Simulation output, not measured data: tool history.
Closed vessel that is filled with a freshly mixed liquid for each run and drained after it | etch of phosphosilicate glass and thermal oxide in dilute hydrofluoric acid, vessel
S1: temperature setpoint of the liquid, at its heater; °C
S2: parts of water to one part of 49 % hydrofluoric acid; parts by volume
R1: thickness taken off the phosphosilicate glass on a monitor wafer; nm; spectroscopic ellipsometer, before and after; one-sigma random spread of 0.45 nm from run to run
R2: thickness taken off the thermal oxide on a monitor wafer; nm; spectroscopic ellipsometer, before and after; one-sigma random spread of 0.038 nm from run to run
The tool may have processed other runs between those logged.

{"run": 1, "day": 0.0, "S1": 21, "S2": 95, "time in the liquid (s)": 60, "R1": 34.347, "R2": 2.5063}
{"run": 2, "day": 0.267, "S1": 23, "S2": 95, "time in the liquid (s)": 60, "R1": 36.994, "R2": 2.6679}
{"run": 3, "day": 0.329, "S1": 24, "S2": 95, "time in the liquid (s)": 60, "R1": 38.188, "R2": 2.8453}
{"run": 4, "day": 0.629, "S1": 24, "S2": 95, "time in the liquid (s)": 50, "R1": 32.146, "R2": 2.3965}
{"run": 5, "day": 1.0, "S1": 21, "S2": 95, "time in the liquid (s)": 50, "R1": 28.017, "R2": 2.1051}
{"run": 6, "day": 1.308, "S1": 23, "S2": 90, "time in the liquid (s)": 50, "R1": 31.848, "R2": 2.3997}
{"run": 7, "day": 1.392, "S1": 24.5, "S2": 85, "time in the liquid (s)": 50, "R1": 37.052, "R2": 2.7107}

Forecast run 8:
{"run": 8, "day": 1.654, "S1": 25.5, "S2": 85, "time in the liquid (s)": 50, "R1": "?", "R2": "?"}

R1: 38.287 nm
R2: 2.8563 nm

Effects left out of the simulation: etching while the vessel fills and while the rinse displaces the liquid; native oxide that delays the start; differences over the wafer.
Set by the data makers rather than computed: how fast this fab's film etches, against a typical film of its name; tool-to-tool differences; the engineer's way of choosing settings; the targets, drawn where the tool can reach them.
